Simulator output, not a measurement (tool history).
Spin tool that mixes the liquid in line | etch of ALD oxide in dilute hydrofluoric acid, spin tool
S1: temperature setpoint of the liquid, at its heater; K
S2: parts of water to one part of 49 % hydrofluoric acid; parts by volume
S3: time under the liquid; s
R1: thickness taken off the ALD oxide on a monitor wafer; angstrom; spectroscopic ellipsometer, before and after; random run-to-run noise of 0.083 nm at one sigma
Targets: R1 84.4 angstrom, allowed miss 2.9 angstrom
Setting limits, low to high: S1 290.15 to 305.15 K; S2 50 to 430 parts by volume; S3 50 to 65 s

run,hour,S1,S2,S3,R1
1,0,297.15,240,65,46.293
2,2.3,297.15,240,65,47.685
3,8.3,298.15,230,65,51.177
4,15.5,299.15,225,65,55.012
5,18,299.15,225,65,54.692
6,20.9,300.65,225,65,57.92
7,22,301.15,220,65,59.677
8,26,305.15,165,65,97.74

Below are 5 possible settings for the next run. Only one of them brings all results inside the allowed miss of their targets. Which is it?
A,30,305.15,160,65,?
B,30,305.15,165,60,?
C,30,302.15,150,60,?
D,30,305.15,140,65,?
E,30,304.65,160,55,?

move,R1
A,103.27
B,91.814
C,92.584
D,121.3
E,85.862
A: misses by more than the last run did
B: nearer than the last run, and not there yet
C: nearer than the last run, and not there yet
D: misses by more than the last run did
E: all results in spec
The right move is E.
